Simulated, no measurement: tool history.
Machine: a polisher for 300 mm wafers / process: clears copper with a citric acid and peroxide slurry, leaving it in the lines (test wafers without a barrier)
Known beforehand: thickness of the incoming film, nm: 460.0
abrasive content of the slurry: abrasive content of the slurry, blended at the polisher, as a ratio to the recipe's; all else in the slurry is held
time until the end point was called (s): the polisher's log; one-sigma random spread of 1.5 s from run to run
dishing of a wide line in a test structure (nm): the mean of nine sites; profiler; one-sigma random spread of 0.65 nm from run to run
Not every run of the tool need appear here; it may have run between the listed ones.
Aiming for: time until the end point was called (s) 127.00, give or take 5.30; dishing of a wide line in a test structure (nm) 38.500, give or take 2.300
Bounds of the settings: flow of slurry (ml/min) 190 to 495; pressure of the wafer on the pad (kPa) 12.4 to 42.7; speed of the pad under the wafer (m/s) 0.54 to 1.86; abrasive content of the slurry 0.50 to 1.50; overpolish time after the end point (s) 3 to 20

run  hour  flow of slurry (ml/min)  pressure of the wafer on the pad (kPa)  speed of the pad under the wafer (m/s)  abrasive content of the slurry  overpolish time after the end point (s)  time until the end point was called (s)  dishing of a wide line in a test structure (nm)
  1   0.0                      320                                    27.6                                    1.18                            1.00                                       10                                   106.94                                           29.197
  2   7.4                      320                                    27.6                                    1.18                            1.10                                       10                                   106.45                                           28.949
  3  14.6                      320                                    27.6                                    1.18                            1.10                                       14                                   106.78                                           38.397
  4  22.2                      320                                    26.9                                    1.18                            1.10                                       14                                   106.80                                           40.043
  5  30.3                      320                                    26.2                                    1.18                            1.10                                       14                                   109.06                                           38.614
  6  35.4                      320                                    25.5                                    1.18                            1.10                                       14                                   110.50                                           38.230
  7  36.6                      320                                    24.8                                    1.18                            1.10                                       14                                   113.12                                           37.855
  8  39.7                      320                                    24.1                                    1.18                            1.10                                       14                                   115.08                                           38.011
  9  48.7                      320                                    24.1                                    1.18                            1.10                                       14                                   114.22                                           36.018
 10  51.9                      320                                    23.4                                    1.18                            1.10                                       14                                   115.60                                           36.883
 11  56.3                      320                                    22.8                                    1.18                            1.10                                       14                                   117.28                                           37.336
 12  57.5                      320                                    22.1                                    1.18                            1.10                                       14                                   118.81                                           35.019

Below are 5 possible settings for the next run. Only one of them brings all results inside the allowed miss of their targets. Which is it?
  A  58.7                      295                                    21.4                                    1.00                            1.15                                       18                                        ?                                                ?
  B  58.7                      285                                    20.0                                    1.16                            1.20                                       16                                        ?                                                ?
  C  58.7                      300                                    24.8                                    1.08                            1.00                                       19                                        ?                                                ?
  D  58.7                      370                                    18.6                                    1.40                            1.15                                       15                                        ?                                                ?
  E  58.7                      375                                    22.8                                    1.34                            1.15                                       13                                        ?                                                ?

move  time until the end point was called (s)  dishing of a wide line in a test structure (nm)
   A                                   142.35                                           37.124
   B                                   126.63                                           37.033
   C                                   126.62                                           43.074
   D                                   108.10                                           40.021
   E                                   101.52                                           37.554
A: takes the biggest miss from the last run beyond its target
B: every result within its allowed miss
C: the worst result of the last run now meets its target, but another is out of spec
D: the biggest miss grows against the last run
E: the biggest miss grows against the last run
B is the move that brings every result within its allowed miss.
